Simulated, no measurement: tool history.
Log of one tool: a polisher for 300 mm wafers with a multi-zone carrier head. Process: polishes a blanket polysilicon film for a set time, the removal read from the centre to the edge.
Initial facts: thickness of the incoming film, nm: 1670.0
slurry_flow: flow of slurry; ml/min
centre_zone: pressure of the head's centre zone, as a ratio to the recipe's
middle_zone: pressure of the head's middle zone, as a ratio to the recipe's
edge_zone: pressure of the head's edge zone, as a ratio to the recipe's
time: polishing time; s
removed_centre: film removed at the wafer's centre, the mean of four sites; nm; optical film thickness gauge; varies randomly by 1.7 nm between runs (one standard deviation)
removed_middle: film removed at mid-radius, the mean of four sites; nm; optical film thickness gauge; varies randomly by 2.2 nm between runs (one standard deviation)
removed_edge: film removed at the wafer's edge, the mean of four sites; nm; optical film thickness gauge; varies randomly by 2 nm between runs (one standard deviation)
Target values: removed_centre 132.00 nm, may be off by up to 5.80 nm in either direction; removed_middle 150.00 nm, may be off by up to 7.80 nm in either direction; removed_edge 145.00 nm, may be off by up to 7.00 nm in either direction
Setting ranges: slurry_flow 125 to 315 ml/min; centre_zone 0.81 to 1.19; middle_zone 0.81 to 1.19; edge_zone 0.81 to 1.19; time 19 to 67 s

run	hour	slurry_flow	centre_zone	middle_zone	edge_zone	time	removed_centre	removed_middle	removed_edge
1	0.0	205	1.00	1.00	1.00	43	243.54	242.37	241.51
2	7.1	200	0.97	1.00	0.98	38	214.90	207.70	216.24
3	8.4	245	0.97	1.00	0.98	38	223.56	221.02	216.79
4	15.1	240	0.93	1.03	0.97	33	186.60	191.20	191.19
5	20.9	240	0.88	1.03	0.97	33	181.10	193.94	185.71
6	25.2	240	0.83	1.03	0.97	33	172.47	195.10	187.34
7	29.3	235	0.82	1.03	0.96	31	157.69	179.34	173.64
8	30.8	225	0.82	1.03	0.93	30	154.94	174.09	172.46
9	37.9	240	0.83	1.06	0.93	21	108.35	125.07	117.52
10	39.8	240	0.83	1.05	0.94	22	111.99	132.05	123.89
11	41.6	260	0.91	1.06	1.04	25	138.98	150.37	146.07
12	45.0	255	0.90	1.06	1.04	25	138.59	150.24	145.27

Of the 4 settings listed for the next run, only one would bring every result within its allowed miss of target. Which one?
A	48.4	310	1.00	1.11	1.01	24	?	?	?
B	48.4	195	0.90	1.13	1.08	25	?	?	?
C	48.4	315	1.11	1.19	0.97	23	?	?	?
D	48.4	315	1.01	1.16	0.94	25	?	?	?

move	removed_centre	removed_middle	removed_edge
A	147.76	149.88	144.21
B	133.24	149.20	148.53
C	153.78	151.47	135.58
D	155.40	161.59	145.25
A: misses by more than the last run did
B: every result lands within tolerance
C: misses by more than the last run did
D: misses by more than the last run did
B meets every target.

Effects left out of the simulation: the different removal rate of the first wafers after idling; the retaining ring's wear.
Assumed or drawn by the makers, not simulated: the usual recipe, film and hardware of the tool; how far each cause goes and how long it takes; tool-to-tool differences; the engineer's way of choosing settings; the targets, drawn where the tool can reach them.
